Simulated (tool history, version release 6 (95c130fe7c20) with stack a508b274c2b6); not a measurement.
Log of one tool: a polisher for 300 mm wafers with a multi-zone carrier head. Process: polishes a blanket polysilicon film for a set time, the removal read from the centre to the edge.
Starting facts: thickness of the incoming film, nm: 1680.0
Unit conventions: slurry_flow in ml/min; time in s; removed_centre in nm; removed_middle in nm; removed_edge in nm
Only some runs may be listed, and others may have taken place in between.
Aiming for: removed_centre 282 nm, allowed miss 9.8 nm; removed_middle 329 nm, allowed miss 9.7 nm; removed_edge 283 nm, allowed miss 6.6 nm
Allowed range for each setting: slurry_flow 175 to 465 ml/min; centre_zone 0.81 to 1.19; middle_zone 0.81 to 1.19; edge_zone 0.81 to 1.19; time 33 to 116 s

run,hour,slurry_flow,centre_zone,middle_zone,edge_zone,time,removed_centre,removed_middle,removed_edge
1,0,295,1,1,1,74,510.4,513.46,507.14
2,4.9,295,1,1.08,1,74,518.95,557.89,500.33
3,13.5,295,1,1.02,1,74,519.19,539.46,509.13
4,19.6,345,1,1.02,1,74,525.51,540.63,510.77
5,24.5,350,0.97,1.03,0.96,61,420.78,445.58,409.23
6,31.3,355,0.94,1.03,0.92,54,361.8,399.64,353.14
7,35.7,350,0.91,1.01,0.89,51,330.99,369.79,334.99
8,43.7,355,0.9,1.02,0.87,48,307.55,349.21,308.17
9,52,340,0.89,1.02,0.85,48,300.21,344.21,305.53
10,58.8,330,0.89,1.03,0.84,47,297.08,342.27,296.93
11,64.7,320,0.88,1.03,0.83,47,289.1,340.31,299.23

5 next moves are on the table. One of them brings every result within its allowed miss. Which?
A,70.6,380,0.88,1.02,0.82,45,?,?,?
B,70.6,320,0.86,0.93,0.88,50,?,?,?
C,70.6,355,0.86,0.83,0.85,51,?,?,?
D,70.6,260,0.84,0.92,0.85,50,?,?,?
E,70.6,320,0.9,1.08,0.81,47,?,?,?

move,removed_centre,removed_middle,removed_edge
A,280.4,329.42,283.9
B,299.52,338.15,322.31
C,308.33,322.06,326.24
D,285.91,328.84,312.39
E,295.02,353.37,291.51
A: in spec on every target
B: further off than the last run
C: further off than the last run
D: further off than the last run
E: about as far from the targets as the last run
Correct choice: A, which meets every target
